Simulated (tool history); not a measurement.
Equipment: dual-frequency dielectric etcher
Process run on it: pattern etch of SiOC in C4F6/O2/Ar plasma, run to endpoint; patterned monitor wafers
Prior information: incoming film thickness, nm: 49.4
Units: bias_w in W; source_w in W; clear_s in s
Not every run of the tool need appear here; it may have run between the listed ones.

run 1 day=0 | bias_w=582 source_w=420 | clear_s=17.174
run 2 day=0.358 | bias_w=513 source_w=420 | clear_s=17.915
run 3 day=0.558 | bias_w=473 source_w=410 | clear_s=18.747
run 4 day=0.888 | bias_w=553 source_w=410 | clear_s=17.549
run 5 day=1.154 | bias_w=553 source_w=460 | clear_s=16.718
run 6 day=1.212 | bias_w=488 source_w=460 | clear_s=17.496
run 7 day=1.296 | bias_w=450 source_w=440 | clear_s=18.537
run 8 day=1.479 | bias_w=425 source_w=430 | clear_s=19.052

What does the tool deliver on the next run?
run 9 day=1.558 | bias_w=409 source_w=430 | clear_s=?

Run 9 yielded clear_s 19.38 s.
